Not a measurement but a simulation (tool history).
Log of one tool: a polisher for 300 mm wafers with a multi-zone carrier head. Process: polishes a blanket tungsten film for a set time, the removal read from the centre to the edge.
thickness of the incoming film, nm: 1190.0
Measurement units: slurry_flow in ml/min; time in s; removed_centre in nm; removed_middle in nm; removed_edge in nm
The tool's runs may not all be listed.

Run 1, hour 0.0: slurry_flow 310 ml/min, centre_zone 1.00, middle_zone 1.00, edge_zone 1.00, slurry_solids 1.00, time 82 s. Result: removed_centre 361.57 nm, removed_middle 361.21 nm, removed_edge 377.30 nm.
Run 2, hour 2.9: slurry_flow 310 ml/min, centre_zone 0.97, middle_zone 1.00, edge_zone 1.00, slurry_solids 1.00, time 82 s. Result: removed_centre 348.84 nm, removed_middle 360.20 nm, removed_edge 379.14 nm.
Run 3, hour 4.0: slurry_flow 310 ml/min, centre_zone 0.97, middle_zone 1.00, edge_zone 1.00, slurry_solids 0.90, time 82 s. Result: removed_centre 341.89 nm, removed_middle 356.57 nm, removed_edge 371.08 nm.
Run 4, hour 7.7: slurry_flow 285 ml/min, centre_zone 0.97, middle_zone 1.00, edge_zone 1.00, slurry_solids 0.90, time 82 s. Result: removed_centre 333.91 nm, removed_middle 354.50 nm, removed_edge 368.54 nm.
Run 5, hour 8.9: slurry_flow 285 ml/min, centre_zone 0.97, middle_zone 1.00, edge_zone 1.00, slurry_solids 0.90, time 73 s. Result: removed_centre 299.02 nm, removed_middle 313.02 nm, removed_edge 329.18 nm.
At hour 10.3: edge zone pressure recalibrated.
Run 6, hour 10.3: slurry_flow 295 ml/min, centre_zone 0.99, middle_zone 1.03, edge_zone 0.98, slurry_solids 0.95, time 74 s. Result: removed_centre 322.09 nm, removed_middle 331.83 nm, removed_edge 315.47 nm.
Run 7, hour 16.1: slurry_flow 300 ml/min, centre_zone 1.01, middle_zone 1.05, edge_zone 1.00, slurry_solids 1.00, time 75 s. Result: removed_centre 330.51 nm, removed_middle 343.61 nm, removed_edge 325.35 nm.
Run 8, hour 17.2: slurry_flow 310 ml/min, centre_zone 1.03, middle_zone 1.07, edge_zone 1.01, slurry_solids 1.05, time 76 s. Result: removed_centre 356.90 nm, removed_middle 360.11 nm, removed_edge 333.69 nm.

The next listed run, before its measurement:
Run 9, hour 19.7: slurry_flow 315 ml/min, centre_zone 1.04, middle_zone 1.09, edge_zone 1.02, slurry_solids 1.10, time 77 s. Result: removed_centre ?, removed_middle ?, removed_edge ?.

Run 9 produced removed_centre 363.97 nm, removed_middle 378.38 nm, removed_edge 343.04 nm.
